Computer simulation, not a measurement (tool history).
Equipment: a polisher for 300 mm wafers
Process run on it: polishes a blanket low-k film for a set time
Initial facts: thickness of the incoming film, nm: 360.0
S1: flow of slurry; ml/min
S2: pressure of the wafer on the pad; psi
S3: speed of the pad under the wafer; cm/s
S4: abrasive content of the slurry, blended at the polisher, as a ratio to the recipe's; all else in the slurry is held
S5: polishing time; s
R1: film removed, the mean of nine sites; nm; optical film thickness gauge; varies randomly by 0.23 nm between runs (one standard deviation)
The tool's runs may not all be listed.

Run 1, hour 0: S1 315 ml/min, S2 1.2 psi, S3 122 cm/s, S4 1, S5 105 s. Result: R1 36.464 nm.
Run 2, hour 2.2: S1 315 ml/min, S2 1.1 psi, S3 122 cm/s, S4 1, S5 105 s. Result: R1 33.806 nm.
Run 3, hour 8.1: S1 315 ml/min, S2 1 psi, S3 120 cm/s, S4 1, S5 105 s. Result: R1 31.44 nm.
Run 4, hour 17: S1 260 ml/min, S2 1 psi, S3 120 cm/s, S4 1, S5 105 s. Result: R1 30.276 nm.
Run 5, hour 19.9: S1 260 ml/min, S2 1 psi, S3 148 cm/s, S4 1, S5 105 s. Result: R1 35.647 nm.
Run 6, hour 23.4: S1 260 ml/min, S2 1 psi, S3 148 cm/s, S4 1.2, S5 105 s. Result: R1 38.537 nm.
Run 7, hour 24.4: S1 260 ml/min, S2 0.9 psi, S3 140 cm/s, S4 1.2, S5 105 s. Result: R1 34.697 nm.
Run 8, hour 27.9: S1 260 ml/min, S2 0.9 psi, S3 132 cm/s, S4 1.2, S5 105 s. Result: R1 32.825 nm.

What will run 9 give?
Run 9, hour 34.4: S1 260 ml/min, S2 0.9 psi, S3 126 cm/s, S4 1.2, S5 105 s. Result: R1 ?.

{"run 9": {"R1": 31.687}}

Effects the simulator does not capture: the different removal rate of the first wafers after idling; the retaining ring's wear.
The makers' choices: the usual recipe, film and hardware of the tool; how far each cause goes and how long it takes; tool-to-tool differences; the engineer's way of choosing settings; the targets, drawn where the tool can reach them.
